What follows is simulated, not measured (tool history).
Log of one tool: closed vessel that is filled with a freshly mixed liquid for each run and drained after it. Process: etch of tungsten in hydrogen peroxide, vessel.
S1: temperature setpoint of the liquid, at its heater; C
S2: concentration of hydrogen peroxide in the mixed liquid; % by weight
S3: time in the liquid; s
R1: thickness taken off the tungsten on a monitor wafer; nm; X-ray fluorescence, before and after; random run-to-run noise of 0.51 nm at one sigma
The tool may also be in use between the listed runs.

run  hour    S1    S2  S3      R1
  1   0.0  52.0  20.0  95  103.09
  2   3.7  52.0  20.0  95  103.80
  3   8.9  53.0  20.0  95  110.08
  4  14.0  54.0  20.0  95  116.75
  5  22.7  54.5  20.0  95  120.61
  6  27.5  54.5  21.5  95  125.23

Run 7, settings as shown, results not yet in. Your forecast:
  7  30.9  54.5  21.5  95   ?

{"run 7": {"R1": 124.19}}

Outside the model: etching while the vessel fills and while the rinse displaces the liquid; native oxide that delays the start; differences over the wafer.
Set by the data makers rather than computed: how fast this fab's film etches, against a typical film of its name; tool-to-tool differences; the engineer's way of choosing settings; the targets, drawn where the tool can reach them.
